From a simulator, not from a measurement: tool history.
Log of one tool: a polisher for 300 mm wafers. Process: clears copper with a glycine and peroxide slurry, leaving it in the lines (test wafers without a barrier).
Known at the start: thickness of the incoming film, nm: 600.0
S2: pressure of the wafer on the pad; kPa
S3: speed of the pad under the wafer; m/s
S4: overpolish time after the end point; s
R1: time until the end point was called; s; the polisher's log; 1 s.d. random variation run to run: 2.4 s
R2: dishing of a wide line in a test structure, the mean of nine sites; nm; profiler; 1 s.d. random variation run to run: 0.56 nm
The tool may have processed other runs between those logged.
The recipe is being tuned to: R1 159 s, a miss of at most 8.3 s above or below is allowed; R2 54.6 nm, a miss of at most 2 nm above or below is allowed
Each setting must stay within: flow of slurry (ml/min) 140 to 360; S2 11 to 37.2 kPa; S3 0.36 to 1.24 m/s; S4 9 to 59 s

run 1 hour=0 | flow_of_slurry_(ml/min)=230 S2=24.1 S3=0.8 S4=30 | R1=106.23 R2=71.789
run 2 hour=8.6 | flow_of_slurry_(ml/min)=230 S2=20.7 S3=0.8 S4=30 | R1=115.33 R2=68.94
run 3 hour=10.2 | flow_of_slurry_(ml/min)=230 S2=23.4 S3=0.8 S4=30 | R1=107.34 R2=69.825
run 4 hour=16.7 | flow_of_slurry_(ml/min)=230 S2=20.7 S3=0.78 S4=28 | R1=118.8 R2=65.855
run 5 hour=19.6 | flow_of_slurry_(ml/min)=230 S2=25.5 S3=0.78 S4=28 | R1=105.1 R2=69.873
run 6 hour=23.4 | flow_of_slurry_(ml/min)=230 S2=22.1 S3=0.76 S4=27 | R1=118.35 R2=66.217
run 7 hour=31.3 | flow_of_slurry_(ml/min)=230 S2=15.2 S3=0.72 S4=21 | R1=142.05 R2=46.953
run 8 hour=38.3 | flow_of_slurry_(ml/min)=230 S2=15.2 S3=0.7 S4=24 | R1=150.7 R2=51.693
run 9 hour=45.2 | flow_of_slurry_(ml/min)=230 S2=15.2 S3=0.7 S4=25 | R1=153.89 R2=52.972
run 10 hour=49.4 | flow_of_slurry_(ml/min)=230 S2=15.2 S3=0.7 S4=26 | R1=150.46 R2=53.775
run 11 hour=58.3 | flow_of_slurry_(ml/min)=230 S2=15.2 S3=0.7 S4=27 | R1=148.49 R2=55.356

Next run, 4 choices. One meets every target within its allowed miss, the rest don't. Which?
run A hour=67.2 | flow_of_slurry_(ml/min)=285 S2=16.5 S3=0.6 S4=28 | R1=? R2=?
run B hour=67.2 | flow_of_slurry_(ml/min)=325 S2=17.9 S3=0.7 S4=22 | R1=? R2=?
run C hour=67.2 | flow_of_slurry_(ml/min)=225 S2=13.1 S3=0.86 S4=25 | R1=? R2=?
run D hour=67.2 | flow_of_slurry_(ml/min)=180 S2=11.7 S3=0.88 S4=27 | R1=? R2=?

move=A R1=157.11 R2=55.146
move=B R1=133.37 R2=52.094
move=C R1=135.54 R2=54.617
move=D R1=142.35 R2=55.217
A: every result lands within tolerance
B: its largest miss is bigger than the last run's
C: its largest miss is bigger than the last run's
D: its largest miss is bigger than the last run's
Correct choice: A, which meets every target

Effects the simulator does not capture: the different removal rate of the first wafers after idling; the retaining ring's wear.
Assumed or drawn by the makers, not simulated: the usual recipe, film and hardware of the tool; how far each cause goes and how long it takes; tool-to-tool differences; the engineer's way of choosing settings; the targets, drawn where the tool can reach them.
